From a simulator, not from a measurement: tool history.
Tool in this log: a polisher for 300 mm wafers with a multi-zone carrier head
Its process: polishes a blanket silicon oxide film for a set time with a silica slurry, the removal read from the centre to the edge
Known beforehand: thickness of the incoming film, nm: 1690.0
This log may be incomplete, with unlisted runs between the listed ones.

run  hour  flow of slurry (ml/min)  pressure of the head's centre zone  pressure of the head's middle zone  pressure of the head's edge zone  abrasive content of the slurry  polishing time (s)  film removed at the wafer's centre (Å)  film removed at mid-radius (Å)  film removed at the wafer's edge (Å)
  1   0.0                      150                                1.00                                1.00                              1.00                            1.00                  72                                  3441.3                          3807.8                                3732.1
  2   7.4                      160                                1.04                                1.01                              1.04                            1.05                  72                                  3679.8                          3856.6                                3855.7
  3  11.4                      135                                1.04                                1.01                              1.04                            1.05                  72                                  3482.3                          3713.0                                3820.4
  4  18.1                      170                                1.04                                1.01                              1.04                            1.05                  72                                  3741.5                          3946.3                                3853.8
  5  26.7                      170                                1.04                                1.01                              1.04                            1.25                  72                                  3965.8                          4186.9                                4151.5
  6  28.8                      170                                1.04                                1.01                              1.04                            1.10                  72                                  3723.1                          4043.7                                3962.9
  7  30.7                      180                                1.07                                1.01                              1.05                            1.20                  72                                  4009.3                          4196.8                                4151.9
  8  34.5                      190                                1.10                                1.02                              1.06                            1.25                  72                                  4226.6                          4419.5                                4225.4
  9  40.7                      195                                1.12                                1.02                              1.08                            1.30                  72                                  4451.5                          4467.2                                4320.5

What does the tool deliver on the next run?
 10  46.4                      200                                1.12                                1.02                              1.10                            1.35                  72                                       ?                               ?                                     ?

Run 10 gave film removed at the wafer's centre (Å) 4503.3, film removed at mid-radius (Å) 4498.6, film removed at the wafer's edge (Å) 4381.2.
